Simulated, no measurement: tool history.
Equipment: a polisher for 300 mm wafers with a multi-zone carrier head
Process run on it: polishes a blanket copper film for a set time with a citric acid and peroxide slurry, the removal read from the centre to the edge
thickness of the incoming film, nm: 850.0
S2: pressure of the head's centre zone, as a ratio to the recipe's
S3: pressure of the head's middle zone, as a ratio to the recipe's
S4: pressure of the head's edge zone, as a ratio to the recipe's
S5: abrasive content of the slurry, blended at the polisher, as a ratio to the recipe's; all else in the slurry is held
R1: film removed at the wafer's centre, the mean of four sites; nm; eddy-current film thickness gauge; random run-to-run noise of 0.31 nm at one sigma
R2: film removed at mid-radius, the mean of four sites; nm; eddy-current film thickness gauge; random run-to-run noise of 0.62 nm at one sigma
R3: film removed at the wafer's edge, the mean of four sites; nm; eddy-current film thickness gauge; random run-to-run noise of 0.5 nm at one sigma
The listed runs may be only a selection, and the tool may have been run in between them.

Run 1, day 0: flow of slurry (ml/min) 235, S2 1, S3 1, S4 1, S5 1, polishing time (s) 42. Result: R1 74.7 nm, R2 74.514 nm, R3 76.455 nm.
Run 2, day 0.138: flow of slurry (ml/min) 230, S2 0.98, S3 0.98, S4 0.96, S5 0.9, polishing time (s) 40. Result: R1 66.956 nm, R2 69.257 nm, R3 67.528 nm.
Run 3, day 0.438: flow of slurry (ml/min) 205, S2 0.98, S3 0.98, S4 0.96, S5 0.9, polishing time (s) 40. Result: R1 66.562 nm, R2 67.411 nm, R3 66.444 nm.
Run 4, day 0.779: flow of slurry (ml/min) 195, S2 0.95, S3 0.94, S4 0.95, S5 0.8, polishing time (s) 39. Result: R1 58.911 nm, R2 59.31 nm, R3 62.13 nm.
Run 5, day 0.85: flow of slurry (ml/min) 195, S2 0.95, S3 0.94, S4 0.95, S5 0.7, polishing time (s) 39. Result: R1 56.707 nm, R2 56.642 nm, R3 58.983 nm.
Run 6, day 1.092: flow of slurry (ml/min) 190, S2 0.94, S3 0.93, S4 0.92, S5 0.65, polishing time (s) 39. Result: R1 53.786 nm, R2 54.458 nm, R3 55.956 nm.
Run 7, day 1.358: flow of slurry (ml/min) 185, S2 0.93, S3 0.92, S4 0.9, S5 0.65, polishing time (s) 39. Result: R1 53.088 nm, R2 53.785 nm, R3 55.652 nm.
Run 8, day 1.592: flow of slurry (ml/min) 180, S2 0.92, S3 0.91, S4 0.88, S5 0.65, polishing time (s) 39. Result: R1 51.594 nm, R2 52.036 nm, R3 55.092 nm.

What does the tool deliver on the next run?
Run 9, day 1.712: flow of slurry (ml/min) 175, S2 0.92, S3 0.91, S4 0.86, S5 0.65, polishing time (s) 39. Result: R1 ?, R2 ?, R3 ?.

R1: 52.176 nm
R2: 53.127 nm
R3: 53.395 nm

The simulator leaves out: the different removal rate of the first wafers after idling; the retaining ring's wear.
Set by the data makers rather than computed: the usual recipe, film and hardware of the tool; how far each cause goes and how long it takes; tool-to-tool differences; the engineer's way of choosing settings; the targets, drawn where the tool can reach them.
